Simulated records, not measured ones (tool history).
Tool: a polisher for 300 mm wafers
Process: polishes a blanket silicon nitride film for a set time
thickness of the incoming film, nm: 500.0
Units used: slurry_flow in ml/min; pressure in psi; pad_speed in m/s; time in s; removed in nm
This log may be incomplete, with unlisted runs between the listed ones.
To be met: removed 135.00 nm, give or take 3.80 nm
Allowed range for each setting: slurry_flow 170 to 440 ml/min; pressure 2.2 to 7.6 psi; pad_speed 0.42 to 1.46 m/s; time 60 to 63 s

run 1 hour=0.0 | slurry_flow=280 pressure=4.9 pad_speed=0.94 time=60 | removed=108.64
run 2 hour=4.2 | slurry_flow=235 pressure=4.9 pad_speed=0.94 time=60 | removed=108.87
run 3 hour=12.1 | slurry_flow=235 pressure=5.1 pad_speed=0.94 time=60 | removed=110.79
run 4 hour=17.2 | slurry_flow=235 pressure=5.1 pad_speed=1.16 time=60 | removed=125.22
run 5 hour=24.3 | slurry_flow=235 pressure=5.1 pad_speed=1.16 time=60 | removed=124.57
run 6 hour=28.6 | slurry_flow=235 pressure=4.2 pad_speed=1.16 time=60 | removed=110.22
run 7 hour=32.9 | slurry_flow=235 pressure=4.4 pad_speed=1.16 time=60 | removed=114.11
run 8 hour=35.1 | slurry_flow=235 pressure=4.6 pad_speed=1.16 time=60 | removed=117.09
run 9 hour=37.2 | slurry_flow=235 pressure=4.8 pad_speed=1.16 time=60 | removed=121.09

Of the 5 settings listed for the next run, only one would bring every result within its allowed miss of target. Which one?
run A hour=39.3 | slurry_flow=350 pressure=3.6 pad_speed=1.16 time=63 | removed=?
run B hour=39.3 | slurry_flow=240 pressure=4.6 pad_speed=1.16 time=63 | removed=?
run C hour=39.3 | slurry_flow=235 pressure=5.7 pad_speed=1.06 time=62 | removed=?
run D hour=39.3 | slurry_flow=205 pressure=4.5 pad_speed=1.02 time=61 | removed=?
run E hour=39.3 | slurry_flow=230 pressure=5.3 pad_speed=1.26 time=63 | removed=?

move=A removed=107.52
move=B removed=123.11
move=C removed=133.85
move=D removed=106.91
move=E removed=142.91
A: the biggest miss grows against the last run
B: better than the last run, though not everything is in spec
C: each result inside its tolerance
D: the biggest miss grows against the last run
E: carries the result that was furthest off beyond its target, to the other side
The move that meets every target is C.
